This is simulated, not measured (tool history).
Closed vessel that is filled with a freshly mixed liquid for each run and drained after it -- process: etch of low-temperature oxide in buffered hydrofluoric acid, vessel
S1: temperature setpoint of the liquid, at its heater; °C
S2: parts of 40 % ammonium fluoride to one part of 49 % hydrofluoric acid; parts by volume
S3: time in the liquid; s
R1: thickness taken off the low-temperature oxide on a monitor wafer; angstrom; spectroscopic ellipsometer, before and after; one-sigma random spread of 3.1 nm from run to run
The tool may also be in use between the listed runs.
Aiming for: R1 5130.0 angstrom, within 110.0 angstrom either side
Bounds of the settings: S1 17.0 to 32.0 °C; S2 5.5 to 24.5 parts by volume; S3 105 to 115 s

run  hour    S1    S2   S3      R1
  1   0.0  24.0  15.0  105  4295.0
  2   6.1  24.0  12.0  105  5373.2
  3  10.5  24.0   8.0  105  7675.8
  4  19.7  26.0   8.0  105  8671.2
  5  22.4  23.5   8.0  105  7528.6
  6  27.2  23.5   8.0  105  7604.0
  7  34.9  21.5   8.5  105  6330.5
  8  41.5  20.5   8.5  105  5980.7
  9  48.2  19.5   8.5  105  5614.4
 10  49.8  19.0   8.5  105  5546.6
 11  54.4  18.5   8.5  105  5357.4

Of the 4 settings listed for the next run, only one would bring every result within its allowed miss of target. Which one?
  A  59.0  19.5  11.0  110   ?
  B  59.0  19.0   9.5  115   ?
  C  59.0  18.5   9.5  115   ?
  D  59.0  19.0   9.0  105   ?

move      R1
   A  4750.9
   B  5473.2
   C  5320.9
   D  5170.2
A: pushes the last run's worst result past its target
B: moves away from the targets compared with the last run
C: closer than the last run, but not yet in spec
D: all results in spec
Move D is the one to make.
